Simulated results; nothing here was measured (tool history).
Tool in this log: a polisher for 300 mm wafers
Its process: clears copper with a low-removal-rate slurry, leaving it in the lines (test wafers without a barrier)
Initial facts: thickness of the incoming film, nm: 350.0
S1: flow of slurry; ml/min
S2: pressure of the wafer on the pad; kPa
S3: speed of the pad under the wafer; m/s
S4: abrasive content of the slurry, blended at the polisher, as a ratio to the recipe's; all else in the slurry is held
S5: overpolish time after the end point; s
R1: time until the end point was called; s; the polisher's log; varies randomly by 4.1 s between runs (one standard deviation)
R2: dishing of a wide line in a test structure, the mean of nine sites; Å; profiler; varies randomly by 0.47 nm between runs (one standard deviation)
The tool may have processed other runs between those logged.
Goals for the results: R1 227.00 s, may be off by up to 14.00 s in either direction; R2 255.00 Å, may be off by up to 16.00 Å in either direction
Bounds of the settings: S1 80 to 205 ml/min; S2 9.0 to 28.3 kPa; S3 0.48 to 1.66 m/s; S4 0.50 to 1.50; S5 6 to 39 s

run	hour	S1	S2	S3	S4	S5	R1	R2
1	0.0	135	18.6	1.06	1.00	20	151.73	300.55
2	2.6	135	17.9	1.06	1.00	21	154.58	297.20
3	10.7	135	17.2	1.06	1.00	22	164.32	312.90
4	17.3	135	16.5	1.06	1.00	22	166.05	308.25
5	24.2	135	15.9	1.06	1.00	22	170.39	295.31
6	29.7	135	15.9	1.06	1.00	29	162.11	378.55
7	37.8	135	15.2	1.06	1.00	28	169.63	368.71
8	43.0	135	14.5	1.06	1.00	27	179.07	347.00
9	48.5	135	14.5	1.06	1.00	26	173.70	332.57
10	52.6	135	13.8	1.06	1.00	26	179.80	311.65
11	53.4	135	13.1	1.06	1.00	26	180.58	314.24

5 candidate next runs follow, results not yet known. Just one meets every target within its allowed miss. Identify it.
A	54.2	130	11.7	1.10	1.00	18	?	?
B	54.2	130	14.5	0.92	1.00	33	?	?
C	54.2	140	9.7	0.86	0.90	28	?	?
D	54.2	160	9.0	0.90	1.45	25	?	?
E	54.2	190	11.7	1.00	0.95	22	?	?

move	R1	R2
A	191.71	222.46
B	204.55	360.73
C	269.76	242.50
D	228.32	253.91
E	199.38	257.27
A: moves the result that the last run missed by most past its target, out the other side
B: moves away from the targets compared with the last run
C: gets the furthest-off result to its target, but another result is out of tolerance
D: every result within its allowed miss
E: gets the furthest-off result to its target, but another result is out of tolerance
Go with D: it meets all targets.
